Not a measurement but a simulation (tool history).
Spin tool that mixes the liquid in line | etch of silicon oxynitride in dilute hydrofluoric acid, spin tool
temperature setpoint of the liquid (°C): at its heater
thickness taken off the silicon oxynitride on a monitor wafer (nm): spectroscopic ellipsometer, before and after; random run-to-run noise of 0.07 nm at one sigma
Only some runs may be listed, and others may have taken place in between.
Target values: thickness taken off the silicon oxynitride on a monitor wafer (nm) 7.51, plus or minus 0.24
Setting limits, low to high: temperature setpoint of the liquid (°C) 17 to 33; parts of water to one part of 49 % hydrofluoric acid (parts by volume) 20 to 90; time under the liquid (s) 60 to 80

run	hour	temperature setpoint of the liquid (°C)	parts of water to one part of 49 % hydrofluoric acid (parts by volume)	time under the liquid (s)	thickness taken off the silicon oxynitride on a monitor wafer (nm)
1	0	25	50	80	9.4026
2	3.1	24	50	80	9.0035
3	4.7	24	50	80	8.9794
4	9.9	24	50	60	6.6988
5	12.6	24	50	60	6.6584
6	18.1	22.5	50	60	6.182
7	26	23	50	60	6.3615
8	30.7	23.5	50	60	6.4813
9	36.8	24	50	60	6.7227
10	45.6	24.5	50	60	6.8997
11	54.2	25	50	60	6.9574

Exactly one of the 4 candidate moves below puts every result within its allowed miss. Which one?
A	62.8	24	60	70	?
B	62.8	24	65	75	?
C	62.8	21.5	60	80	?
D	62.8	28.5	60	65	?

move	thickness taken off the silicon oxynitride on a monitor wafer (nm)
A	6.5165
B	6.4178
C	6.5897
D	7.4968
A: misses by more than the last run did
B: misses by more than the last run did
C: misses by more than the last run did
D: in spec on every target
Answer: D
